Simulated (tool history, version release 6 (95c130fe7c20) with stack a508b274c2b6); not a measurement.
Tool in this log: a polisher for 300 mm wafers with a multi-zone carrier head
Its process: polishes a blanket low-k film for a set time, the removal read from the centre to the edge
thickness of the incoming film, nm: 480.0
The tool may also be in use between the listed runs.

| run | hour | flow of slurry (ml/min) | pressure of the head's centre zone | pressure of the head's middle zone | pressure of the head's edge zone | abrasive content of the slurry | polishing time (s) | film removed at the wafer's centre (Å) | film removed at mid-radius (Å) | film removed at the wafer's edge (Å) |
|---|---|---|---|---|---|---|---|---|---|---|
| 1 | 0 | 145 | 1 | 1 | 1 | 1 | 84 | 344.36 | 327.54 | 317.37 |
| 2 | 4 | 145 | 1 | 1 | 1 | 0.9 | 84 | 328.45 | 317.33 | 316.49 |
| 3 | 8.3 | 145 | 1.04 | 1 | 1 | 0.9 | 84 | 332.94 | 316.92 | 316.23 |
| 4 | 12.6 | 140 | 1.02 | 0.99 | 0.99 | 0.85 | 82 | 323.47 | 301.15 | 297.99 |
| 5 | 13.5 | 140 | 1.02 | 0.99 | 0.99 | 0.85 | 90 | 349.53 | 334.19 | 332.15 |
| 6 | 19.9 | 170 | 1.02 | 0.99 | 0.99 | 0.85 | 90 | 359.75 | 339.14 | 334.58 |
| 7 | 20.9 | 165 | 0.99 | 0.98 | 0.99 | 0.8 | 87 | 336.15 | 316.87 | 319.41 |
| 8 | 23 | 160 | 0.97 | 0.98 | 0.99 | 0.75 | 84 | 314.46 | 298.97 | 302.08 |
| 9 | 29.2 | 155 | 0.95 | 0.98 | 0.99 | 0.7 | 81 | 273.12 | 279.78 | 282 |
| 10 | 29.9 | 115 | 0.93 | 0.88 | 0.89 | 0.5 | 76 | 215.55 | 206.16 | 219.57 |
| 11 | 36.4 | 115 | 0.92 | 0.88 | 0.89 | 0.5 | 76 | 215.57 | 206.29 | 216.74 |

Forecast run 12:
| 12 | 37.5 | 115 | 0.91 | 0.88 | 0.9 | 0.5 | 76 | ? | ? | ? |

film removed at the wafer's centre (Å): 214.55
film removed at mid-radius (Å): 204.33
film removed at the wafer's edge (Å): 215.81

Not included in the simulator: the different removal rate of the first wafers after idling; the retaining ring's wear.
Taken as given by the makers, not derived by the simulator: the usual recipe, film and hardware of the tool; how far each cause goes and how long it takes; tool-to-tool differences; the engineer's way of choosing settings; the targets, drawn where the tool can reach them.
